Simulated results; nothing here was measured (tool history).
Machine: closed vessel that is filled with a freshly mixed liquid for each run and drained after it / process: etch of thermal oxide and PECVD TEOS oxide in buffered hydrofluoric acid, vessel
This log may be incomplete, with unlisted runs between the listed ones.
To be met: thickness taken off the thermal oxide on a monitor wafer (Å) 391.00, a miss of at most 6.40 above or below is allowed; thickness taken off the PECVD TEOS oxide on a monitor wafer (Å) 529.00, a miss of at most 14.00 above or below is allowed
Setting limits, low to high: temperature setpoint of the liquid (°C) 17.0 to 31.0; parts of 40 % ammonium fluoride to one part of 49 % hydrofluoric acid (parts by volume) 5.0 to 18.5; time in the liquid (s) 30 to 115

run  hour  temperature setpoint of the liquid (°C)  parts of 40 % ammonium fluoride to one part of 49 % hydrofluoric acid (parts by volume)  time in the liquid (s)  thickness taken off the thermal oxide on a monitor wafer (Å)  thickness taken off the PECVD TEOS oxide on a monitor wafer (Å)
  1   0.0                                     23.0                                                                                     11.5                      60                                                        554.58                                                           746.16
  2   6.4                                     23.0                                                                                      8.5                      60                                                        721.15                                                           974.27
  3  13.3                                     23.0                                                                                      8.5                      40                                                        482.00                                                           651.61
  4  16.0                                     23.0                                                                                      9.5                      40                                                        437.92                                                           591.21
  5  19.4                                     23.0                                                                                     11.5                      40                                                        368.03                                                           504.02
  6  25.8                                     23.0                                                                                      8.5                      40                                                        482.51                                                           648.71
  7  35.0                                     22.5                                                                                      8.5                      40                                                        467.08                                                           632.60
  8  36.6                                     22.0                                                                                      8.5                      40                                                        455.71                                                           613.18
  9  42.1                                     21.5                                                                                      8.5                      40                                                        440.88                                                           597.82
 10  46.9                                     20.5                                                                                      8.5                      40                                                        421.24                                                           564.62
 11  51.7                                     20.0                                                                                      8.5                      40                                                        403.52                                                           553.18

Below are 4 possible settings for the next run. Only one of them brings all results inside the allowed miss of their targets. Which is it?
  A  56.5                                     29.5                                                                                     11.5                      30                                                             ?                                                                ?
  B  56.5                                     17.0                                                                                      8.0                      45                                                             ?                                                                ?
  C  56.5                                     21.5                                                                                      8.0                      35                                                             ?                                                                ?
  D  56.5                                     17.5                                                                                      6.5                      35                                                             ?                                                                ?

move  thickness taken off the thermal oxide on a monitor wafer (Å)  thickness taken off the PECVD TEOS oxide on a monitor wafer (Å)
   A                                                        390.82                                                           531.80
   B                                                        411.08                                                           559.38
   C                                                        411.79                                                           560.34
   D                                                        405.37                                                           551.62
A: all results land within tolerance of their targets
B: lands further from the targets than the last run did
C: lands further from the targets than the last run did
D: lands further from the targets than the last run did
So the answer is move A, the one that meets all the targets.
